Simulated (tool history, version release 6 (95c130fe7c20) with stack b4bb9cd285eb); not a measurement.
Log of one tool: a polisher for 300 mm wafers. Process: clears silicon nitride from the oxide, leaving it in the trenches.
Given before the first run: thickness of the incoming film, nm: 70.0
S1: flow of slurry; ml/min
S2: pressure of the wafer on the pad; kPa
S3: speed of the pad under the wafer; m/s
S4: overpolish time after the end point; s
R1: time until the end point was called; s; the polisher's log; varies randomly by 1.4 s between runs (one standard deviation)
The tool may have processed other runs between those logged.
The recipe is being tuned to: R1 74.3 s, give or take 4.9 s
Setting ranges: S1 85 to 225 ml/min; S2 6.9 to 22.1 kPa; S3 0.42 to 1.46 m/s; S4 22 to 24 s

run	hour	S1	S2	S3	S4	R1
1	0	145	14.5	0.94	22	104.52
2	6.6	145	14.5	0.8	22	124.56
3	10.7	145	14.5	0.58	22	164.91
4	15	145	14.5	0.74	22	132.57
5	20.1	145	16.5	0.76	22	115.19
6	26	145	17.9	0.76	22	105.5
7	32.8	145	19.3	0.78	22	97.54
8	39.8	145	20	0.82	22	92.478
9	43	145	20	0.82	22	87.643
10	50.4	145	20.7	0.84	22	83.938

Pick the move, out of 5, that brings all results within their allowed miss; only one does.
A	57.8	150	20.7	1.08	22	?
B	57.8	155	20	0.8	22	?
C	57.8	170	22.1	0.84	24	?
D	57.8	165	19.3	1.14	24	?
E	57.8	175	19.3	1.1	22	?

move	R1
A	64.053
B	88.038
C	75.058
D	63.906
E	65.532
A: the result that was furthest off in the last run now lies on the other side of its target
B: its largest miss is bigger than the last run's
C: hits every target within its allowed miss
D: the result that was furthest off in the last run now lies on the other side of its target
E: the result that was furthest off in the last run now lies on the other side of its target
Answer: C

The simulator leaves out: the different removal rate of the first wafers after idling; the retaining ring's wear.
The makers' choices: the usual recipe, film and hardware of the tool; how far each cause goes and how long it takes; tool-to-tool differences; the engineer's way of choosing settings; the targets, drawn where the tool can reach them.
